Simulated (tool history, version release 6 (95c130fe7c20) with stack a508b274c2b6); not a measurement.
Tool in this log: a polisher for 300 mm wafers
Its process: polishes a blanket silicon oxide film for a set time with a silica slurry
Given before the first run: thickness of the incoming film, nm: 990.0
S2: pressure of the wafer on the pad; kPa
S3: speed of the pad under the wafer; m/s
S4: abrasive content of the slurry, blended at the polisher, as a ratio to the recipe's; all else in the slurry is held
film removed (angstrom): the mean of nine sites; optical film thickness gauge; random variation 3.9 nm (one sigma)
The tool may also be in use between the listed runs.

run 1 hour=0 | flow_of_slurry_(ml/min)=225 S2=31 S3=1.04 S4=1 polishing_time_(s)=118 | film_removed_(angstrom)=4511.3
run 2 hour=7.5 | flow_of_slurry_(ml/min)=225 S2=31 S3=1.22 S4=1 polishing_time_(s)=118 | film_removed_(angstrom)=5228.3
run 3 hour=10.1 | flow_of_slurry_(ml/min)=225 S2=26.9 S3=1.2 S4=1 polishing_time_(s)=118 | film_removed_(angstrom)=4398.5
run 4 hour=14.9 | flow_of_slurry_(ml/min)=225 S2=24.1 S3=1.2 S4=1 polishing_time_(s)=118 | film_removed_(angstrom)=3902.1
run 5 hour=23 | flow_of_slurry_(ml/min)=225 S2=22.1 S3=1.2 S4=1 polishing_time_(s)=118 | film_removed_(angstrom)=3582.7
run 6 hour=24.1 | flow_of_slurry_(ml/min)=225 S2=22.1 S3=1.2 S4=0.9 polishing_time_(s)=118 | film_removed_(angstrom)=3346.6
run 7 hour=30.3 | flow_of_slurry_(ml/min)=225 S2=21.4 S3=1.2 S4=0.9 polishing_time_(s)=118 | film_removed_(angstrom)=3438.3
run 8 hour=36.9 | flow_of_slurry_(ml/min)=225 S2=20 S3=1.2 S4=0.9 polishing_time_(s)=118 | film_removed_(angstrom)=3134.9
run 9 hour=44.3 | flow_of_slurry_(ml/min)=225 S2=20 S3=1.2 S4=0.9 polishing_time_(s)=118 | film_removed_(angstrom)=3185.3
run 10 hour=47.9 | flow_of_slurry_(ml/min)=225 S2=19.3 S3=1.2 S4=0.9 polishing_time_(s)=118 | film_removed_(angstrom)=3074.1

Run 11 is up next; what results do you expect?
run 11 hour=54.9 | flow_of_slurry_(ml/min)=225 S2=18.6 S3=1.2 S4=0.9 polishing_time_(s)=118 | film_removed_(angstrom)=?

Logged for run 11: film removed (angstrom) 2943.8.

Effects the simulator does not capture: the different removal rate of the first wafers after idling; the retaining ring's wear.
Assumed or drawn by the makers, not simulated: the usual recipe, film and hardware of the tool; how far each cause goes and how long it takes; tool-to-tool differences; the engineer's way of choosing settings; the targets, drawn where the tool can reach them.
